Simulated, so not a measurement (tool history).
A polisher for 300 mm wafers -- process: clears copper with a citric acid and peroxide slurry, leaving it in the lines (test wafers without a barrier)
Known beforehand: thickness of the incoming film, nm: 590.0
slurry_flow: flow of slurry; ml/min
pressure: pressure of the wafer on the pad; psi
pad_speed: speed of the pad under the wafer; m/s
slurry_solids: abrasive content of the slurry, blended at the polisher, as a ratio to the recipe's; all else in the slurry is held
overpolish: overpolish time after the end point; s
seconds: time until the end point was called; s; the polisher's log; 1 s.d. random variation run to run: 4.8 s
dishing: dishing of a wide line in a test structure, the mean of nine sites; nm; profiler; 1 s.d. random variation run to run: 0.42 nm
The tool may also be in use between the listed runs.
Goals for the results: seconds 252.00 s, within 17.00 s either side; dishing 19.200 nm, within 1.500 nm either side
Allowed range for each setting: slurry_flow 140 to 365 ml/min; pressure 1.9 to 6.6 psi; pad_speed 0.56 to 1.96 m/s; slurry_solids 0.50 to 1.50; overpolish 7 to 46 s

run    day  slurry_flow  pressure  pad_speed  slurry_solids  overpolish  seconds  dishing
  1  0.000          235       4.2       1.26           1.00          24   135.62   57.629
  2  0.083          185       4.2       1.26           1.00          24   138.63   53.726
  3  0.342          185       4.2       1.08           1.00          24   158.84   49.399
  4  0.404          185       4.2       1.08           1.00          28   162.75   53.445
  5  0.517          170       3.6       1.04           1.05          22   185.91   40.001
  6  0.621          170       4.0       1.04           1.05          22   174.48   43.928
  7  0.654          160       3.4       1.08           0.95          17   197.31   32.352
  8  0.683          155       3.1       1.08           0.95          14   223.41   24.884
  9  0.821          155       3.0       1.08           0.95          13   221.02   22.777
 10  1.017          155       2.8       1.08           0.95          13   242.06   21.437

Pick the move, out of 5, that brings all results within their allowed miss; only one does.
  A  1.212          190       2.5       1.00           1.00          19        ?        ?
  B  1.212          180       3.2       1.06           0.95          15        ?        ?
  C  1.212          140       3.3       0.84           1.05          12        ?        ?
  D  1.212          145       3.1       1.06           0.90          15        ?        ?
  E  1.212          155       3.0       1.12           0.90          15        ?        ?

move  seconds  dishing
   A   279.35   26.954
   B   213.49   27.970
   C   258.65   19.529
   D   229.63   26.268
   E   222.96   26.896
A: lands further from the targets than the last run did
B: lands further from the targets than the last run did
C: every result lands within tolerance
D: lands further from the targets than the last run did
E: lands further from the targets than the last run did
Move C is the one to make.

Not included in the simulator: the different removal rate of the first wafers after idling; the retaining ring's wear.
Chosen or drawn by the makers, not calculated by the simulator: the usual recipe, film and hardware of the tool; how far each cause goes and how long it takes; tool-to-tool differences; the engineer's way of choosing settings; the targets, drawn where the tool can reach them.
